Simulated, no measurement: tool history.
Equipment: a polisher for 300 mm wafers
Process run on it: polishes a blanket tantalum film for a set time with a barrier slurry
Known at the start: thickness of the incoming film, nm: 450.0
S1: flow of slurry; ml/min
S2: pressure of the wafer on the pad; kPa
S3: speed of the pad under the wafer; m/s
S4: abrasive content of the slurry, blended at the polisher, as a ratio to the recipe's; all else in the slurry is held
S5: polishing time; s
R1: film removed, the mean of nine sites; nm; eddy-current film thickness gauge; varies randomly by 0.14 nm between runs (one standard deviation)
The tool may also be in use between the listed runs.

Run 1, hour 0.0: S1 310 ml/min, S2 8.3 kPa, S3 0.86 m/s, S4 1.0, S5 43 s. Result: R1 34.634 nm.
Run 2, hour 2.1: S1 310 ml/min, S2 8.3 kPa, S3 0.86 m/s, S4 0.8, S5 43 s. Result: R1 32.430 nm.
Run 3, hour 6.5: S1 310 ml/min, S2 7.6 kPa, S3 0.86 m/s, S4 0.8, S5 43 s. Result: R1 29.350 nm.
Run 4, hour 13.5: S1 310 ml/min, S2 7.6 kPa, S3 0.98 m/s, S4 0.8, S5 43 s. Result: R1 33.888 nm.
Run 5, hour 19.6: S1 310 ml/min, S2 6.9 kPa, S3 0.96 m/s, S4 0.8, S5 43 s. Result: R1 30.077 nm.
Run 6, hour 21.1: S1 310 ml/min, S2 6.2 kPa, S3 0.94 m/s, S4 0.8, S5 43 s. Result: R1 26.746 nm.
Run 7, hour 22.8: S1 310 ml/min, S2 5.5 kPa, S3 0.94 m/s, S4 0.8, S5 43 s. Result: R1 23.844 nm.

Estimate the outcome of run 8 from the log above:
Run 8, hour 25.2: S1 305 ml/min, S2 4.8 kPa, S3 0.92 m/s, S4 0.8, S5 43 s. Result: R1 ?.

{"run 8": {"R1": 20.641}}
